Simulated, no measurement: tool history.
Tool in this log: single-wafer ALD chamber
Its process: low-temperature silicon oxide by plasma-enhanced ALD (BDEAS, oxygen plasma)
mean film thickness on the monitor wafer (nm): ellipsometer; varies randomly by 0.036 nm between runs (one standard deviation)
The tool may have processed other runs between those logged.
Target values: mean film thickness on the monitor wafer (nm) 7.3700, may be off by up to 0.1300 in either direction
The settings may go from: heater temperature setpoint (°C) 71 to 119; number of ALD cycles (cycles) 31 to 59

run    day  heater temperature setpoint (°C)  number of ALD cycles (cycles)  mean film thickness on the monitor wafer (nm)
  1  0.000                                95                             45                                         6.1306
  2  0.217                               100                             45                                         6.0009
  3  0.271                               100                             49                                         6.5472
  4  0.575                                94                             49                                         6.6512
  5  0.675                                91                             50                                         6.8719
  6  0.921                                91                             45                                         6.1454
  7  1.262                                88                             47                                         6.4826
  8  1.304                                86                             48                                         6.7428
  9  1.588                                83                             49                                         6.9093
 10  1.758                                81                             50                                         7.1698
 11  2.038                                75                             50                                         7.2662
 12  2.154                                74                             50                                         7.2333

Of the 4 settings listed for the next run, only one would bring every result within its allowed miss of target. Which one?
  A  2.271                                72                             51                                              ?
  B  2.271                                73                             48                                              ?
  C  2.271                                90                             52                                              ?
  D  2.271                                81                             49                                              ?

move  mean film thickness on the monitor wafer (nm)
   A                                         7.4596
   B                                         7.0003
   C                                         7.2072
   D                                         6.9792
A: in spec on every target
B: further off than the last run
C: further off than the last run
D: further off than the last run
A is the move that brings every result within its allowed miss.
